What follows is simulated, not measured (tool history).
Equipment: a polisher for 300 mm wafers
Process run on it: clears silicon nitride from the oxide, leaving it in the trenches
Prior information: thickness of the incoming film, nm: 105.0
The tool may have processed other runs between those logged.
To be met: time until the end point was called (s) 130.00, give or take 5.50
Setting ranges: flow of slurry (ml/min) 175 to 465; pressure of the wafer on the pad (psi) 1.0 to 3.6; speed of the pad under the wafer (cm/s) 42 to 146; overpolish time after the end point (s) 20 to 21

run,day,flow of slurry (ml/min),pressure of the wafer on the pad (psi),speed of the pad under the wafer (cm/s),overpolish time after the end point (s),time until the end point was called (s)
1,0.000,295,2.3,94,20,168.77
2,0.225,255,2.3,94,20,174.09
3,0.308,265,2.4,94,20,168.04
4,0.662,210,2.4,94,20,171.64
5,0.688,215,2.5,94,20,164.71
6,0.892,215,2.0,94,20,203.59
7,1.242,225,2.2,94,20,185.14
8,1.488,235,2.4,94,20,173.53
9,1.658,250,2.6,94,20,156.92
10,1.821,260,2.7,94,20,149.84
11,2.054,265,2.8,94,20,144.04
12,2.308,270,2.9,94,20,138.61
13,2.638,275,2.9,94,20,137.75
14,2.721,280,2.9,94,20,138.90

Which one of the following 4 next-run settings gets every result inside its allowed miss? There is exactly one.
A,2.804,355,2.6,92,21,?
B,2.804,295,3.1,82,21,?
C,2.804,245,3.2,94,21,?
D,2.804,185,2.8,96,20,?

move,time until the end point was called (s)
A,156.31
B,149.65
C,129.76
D,150.92
A: misses by more than the last run did
B: misses by more than the last run did
C: hits every target within its allowed miss
D: misses by more than the last run did
So the answer is move C, the one that meets all the targets.
